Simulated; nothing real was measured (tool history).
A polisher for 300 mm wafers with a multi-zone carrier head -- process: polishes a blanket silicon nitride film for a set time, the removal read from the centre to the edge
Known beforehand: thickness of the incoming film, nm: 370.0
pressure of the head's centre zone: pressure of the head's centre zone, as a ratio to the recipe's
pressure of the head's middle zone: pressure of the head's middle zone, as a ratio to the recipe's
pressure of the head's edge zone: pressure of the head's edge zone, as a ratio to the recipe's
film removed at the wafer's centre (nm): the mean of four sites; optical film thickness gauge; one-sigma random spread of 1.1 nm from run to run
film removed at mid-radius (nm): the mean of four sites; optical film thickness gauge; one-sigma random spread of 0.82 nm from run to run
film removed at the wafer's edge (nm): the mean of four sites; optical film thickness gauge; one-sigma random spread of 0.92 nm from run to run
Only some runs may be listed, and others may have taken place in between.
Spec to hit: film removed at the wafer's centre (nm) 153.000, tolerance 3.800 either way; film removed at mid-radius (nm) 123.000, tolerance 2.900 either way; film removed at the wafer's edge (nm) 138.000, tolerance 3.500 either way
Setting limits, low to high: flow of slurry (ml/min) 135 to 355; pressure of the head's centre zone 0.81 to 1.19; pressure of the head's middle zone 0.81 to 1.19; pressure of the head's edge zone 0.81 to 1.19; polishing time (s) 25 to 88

run,day,flow of slurry (ml/min),pressure of the head's centre zone,pressure of the head's middle zone,pressure of the head's edge zone,polishing time (s),film removed at the wafer's centre (nm),film removed at mid-radius (nm),film removed at the wafer's edge (nm)
1,0.000,225,1.00,1.00,1.00,56,93.783,96.670,96.493
2,0.142,225,1.00,0.95,1.00,56,94.889,92.214,95.548
3,0.467,250,1.06,0.95,1.06,60,106.110,101.280,105.560
4,0.750,250,1.06,0.95,1.10,60,105.490,98.275,108.550
5,1.121,255,1.10,0.93,1.10,65,119.440,106.190,116.310
6,1.242,255,1.10,0.93,1.10,53,96.917,86.733,94.662
7,1.388,255,1.13,0.92,1.11,60,113.110,97.534,107.810
8,1.567,255,1.15,0.91,1.11,65,124.480,104.890,117.460

Consider the 5 candidate settings below. Which is the only one whose results all fall within their allowed miss of target?
A,1.746,210,1.13,0.84,0.94,83,?,?,?
B,1.746,220,1.15,0.81,1.15,82,?,?,?
C,1.746,210,1.17,0.87,1.19,81,?,?,?
D,1.746,290,1.19,0.82,1.08,77,?,?,?
E,1.746,135,1.18,0.95,1.04,78,?,?,?

move,film removed at the wafer's centre (nm),film removed at mid-radius (nm),film removed at the wafer's edge (nm)
A,153.240,123.480,140.350
B,154.290,118.820,150.690
C,154.080,123.970,150.490
D,152.790,115.150,140.110
E,143.470,123.770,133.240
A: each result inside its tolerance
B: brings the last run's worst result on target, with another outside its allowed miss
C: brings the last run's worst result on target, with another outside its allowed miss
D: brings the last run's worst result on target, with another outside its allowed miss
E: nearer the targets than the last run, but a result is still out of spec
A meets every target.

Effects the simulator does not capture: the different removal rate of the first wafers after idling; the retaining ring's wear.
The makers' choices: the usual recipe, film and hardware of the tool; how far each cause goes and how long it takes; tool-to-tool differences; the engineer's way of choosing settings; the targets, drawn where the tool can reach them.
